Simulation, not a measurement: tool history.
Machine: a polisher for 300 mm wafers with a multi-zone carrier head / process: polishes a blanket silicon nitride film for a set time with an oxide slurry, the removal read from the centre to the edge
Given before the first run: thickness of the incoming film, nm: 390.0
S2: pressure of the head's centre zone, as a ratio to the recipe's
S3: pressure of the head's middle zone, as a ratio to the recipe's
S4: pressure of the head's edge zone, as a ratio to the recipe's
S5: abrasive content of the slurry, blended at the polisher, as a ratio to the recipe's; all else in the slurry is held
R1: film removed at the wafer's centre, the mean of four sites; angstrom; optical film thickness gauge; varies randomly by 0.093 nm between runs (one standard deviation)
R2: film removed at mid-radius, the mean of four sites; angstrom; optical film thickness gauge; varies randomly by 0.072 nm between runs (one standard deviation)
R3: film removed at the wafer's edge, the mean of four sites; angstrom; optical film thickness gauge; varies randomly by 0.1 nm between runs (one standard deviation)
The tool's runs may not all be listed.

run 1 hour=0 | flow_of_slurry_(ml/min)=235 S2=1 S3=1 S4=1 S5=1 polishing_time_(s)=40 | R1=203.11 R2=206.74 R3=206.26
run 2 hour=1.8 | flow_of_slurry_(ml/min)=235 S2=1 S3=1 S4=1 S5=0.8 polishing_time_(s)=40 | R1=174.38 R2=175.94 R3=175.86
run 3 hour=8.5 | flow_of_slurry_(ml/min)=215 S2=1 S3=1 S4=1 S5=0.8 polishing_time_(s)=40 | R1=170.89 R2=173.5 R3=175.64
run 4 hour=12.1 | flow_of_slurry_(ml/min)=215 S2=1 S3=1 S4=1 S5=0.6 polishing_time_(s)=40 | R1=121.32 R2=125.15 R3=127.91
run 5 hour=18 | flow_of_slurry_(ml/min)=215 S2=0.92 S3=1 S4=1 S5=0.6 polishing_time_(s)=40 | R1=112.47 R2=125.14 R3=127.12
run 6 hour=18.7 | flow_of_slurry_(ml/min)=215 S2=0.92 S3=1 S4=1 S5=0.5 polishing_time_(s)=40 | R1=83.525 R2=91.734 R3=92.595
run 7 hour=26.2 | flow_of_slurry_(ml/min)=210 S2=0.93 S3=0.99 S4=1.01 S5=0.5 polishing_time_(s)=40 | R1=83.772 R2=91.037 R3=91.64
run 8 hour=32.7 | flow_of_slurry_(ml/min)=220 S2=0.94 S3=0.98 S4=1 S5=0.5 polishing_time_(s)=40 | R1=85.005 R2=89.141 R3=93.139
run 9 hour=40.8 | flow_of_slurry_(ml/min)=285 S2=1.04 S3=0.98 S4=1.1 S5=0.65 polishing_time_(s)=40 | R1=149.68 R2=143.29 R3=152.51
run 10 hour=49.5 | flow_of_slurry_(ml/min)=275 S2=1.02 S3=0.96 S4=1.08 S5=0.65 polishing_time_(s)=40 | R1=145.47 R2=137.84 R3=151.81
run 11 hour=57.7 | flow_of_slurry_(ml/min)=265 S2=1 S3=0.94 S4=1.04 S5=0.65 polishing_time_(s)=40 | R1=140.64 R2=134.57 R3=147.28
run 12 hour=59.8 | flow_of_slurry_(ml/min)=200 S2=0.94 S3=0.84 S4=0.94 S5=0.5 polishing_time_(s)=34 | R1=71.462 R2=67.124 R3=76.403
run 13 hour=66.1 | flow_of_slurry_(ml/min)=220 S2=0.95 S3=0.85 S4=0.97 S5=0.5 polishing_time_(s)=34 | R1=74.664 R2=68.419 R3=78.007
run 14 hour=71.3 | flow_of_slurry_(ml/min)=225 S2=0.96 S3=0.87 S4=1 S5=0.5 polishing_time_(s)=34 | R1=75.633 R2=69.268 R3=78.432
run 15 hour=79.1 | flow_of_slurry_(ml/min)=240 S2=0.96 S3=0.87 S4=1.01 S5=0.5 polishing_time_(s)=34 | R1=73.984 R2=70.891 R3=80.749
run 16 hour=82.8 | flow_of_slurry_(ml/min)=255 S2=0.98 S3=0.87 S4=1.03 S5=0.5 polishing_time_(s)=34 | R1=76.928 R2=72.044 R3=81.045

What will run 17 give?
run 17 hour=88.4 | flow_of_slurry_(ml/min)=260 S2=0.99 S3=0.88 S4=1.05 S5=0.5 polishing_time_(s)=34 | R1=? R2=? R3=?

{"run 17": {"R1": 77.948, "R2": 71.619, "R3": 81.364}}
